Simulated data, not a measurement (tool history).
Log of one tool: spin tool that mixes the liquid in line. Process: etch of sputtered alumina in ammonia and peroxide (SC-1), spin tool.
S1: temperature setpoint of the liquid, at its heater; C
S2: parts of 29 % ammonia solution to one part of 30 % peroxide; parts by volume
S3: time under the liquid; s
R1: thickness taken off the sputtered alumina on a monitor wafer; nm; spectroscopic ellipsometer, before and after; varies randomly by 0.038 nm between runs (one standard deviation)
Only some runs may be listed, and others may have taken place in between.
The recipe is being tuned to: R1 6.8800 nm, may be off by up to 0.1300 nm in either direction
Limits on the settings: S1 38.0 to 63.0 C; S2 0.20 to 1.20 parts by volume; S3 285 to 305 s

run 1 day=0.000 | S1=47.0 S2=0.70 S3=285 | R1=8.4807
run 2 day=0.038 | S1=46.0 S2=0.70 S3=285 | R1=7.9158
run 3 day=0.121 | S1=46.0 S2=0.70 S3=285 | R1=7.9643
run 4 day=0.308 | S1=45.5 S2=0.70 S3=285 | R1=7.7744
run 5 day=0.608 | S1=45.0 S2=0.70 S3=285 | R1=7.5521
run 6 day=0.646 | S1=45.0 S2=0.70 S3=285 | R1=7.5238
run 7 day=0.788 | S1=44.5 S2=0.70 S3=285 | R1=7.3278
run 8 day=1.033 | S1=44.0 S2=0.70 S3=285 | R1=7.1344

Of the 4 settings listed for the next run, only one would bring every result within its allowed miss of target. Which one?
run A day=1.279 | S1=42.0 S2=0.60 S3=295 | R1=?
run B day=1.279 | S1=44.5 S2=0.55 S3=290 | R1=?
run C day=1.279 | S1=42.5 S2=0.80 S3=285 | R1=?
run D day=1.279 | S1=42.5 S2=0.80 S3=295 | R1=?

move=A R1=6.4722
move=B R1=7.2884
move=C R1=6.6165
move=D R1=6.8486
A: takes the biggest miss from the last run beyond its target
B: the biggest miss grows against the last run
C: takes the biggest miss from the last run beyond its target
D: all results land within tolerance of their targets
The right move is D.

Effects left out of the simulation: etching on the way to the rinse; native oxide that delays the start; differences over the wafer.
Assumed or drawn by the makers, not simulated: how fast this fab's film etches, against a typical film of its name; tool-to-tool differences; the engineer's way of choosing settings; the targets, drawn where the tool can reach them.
